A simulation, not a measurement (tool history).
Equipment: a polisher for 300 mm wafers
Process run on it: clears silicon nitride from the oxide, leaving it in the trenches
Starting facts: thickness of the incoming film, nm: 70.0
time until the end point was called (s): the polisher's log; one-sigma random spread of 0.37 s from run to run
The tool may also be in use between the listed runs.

run	hour	flow of slurry (ml/min)	pressure of the wafer on the pad (psi)	speed of the pad under the wafer (cm/s)	overpolish time after the end point (s)	time until the end point was called (s)
1	0.0	320	3.2	122	10	59.871
2	5.8	320	3.2	98	10	72.794
3	14.6	320	3.5	98	10	68.411
4	17.1	320	3.5	98	10	68.312
5	26.1	320	3.8	98	10	62.834
6	32.5	320	4.0	98	10	60.674
7	38.2	320	4.2	100	10	55.827

What will run 8 give?
8	46.2	320	4.4	100	10	?

time until the end point was called (s): 52.586
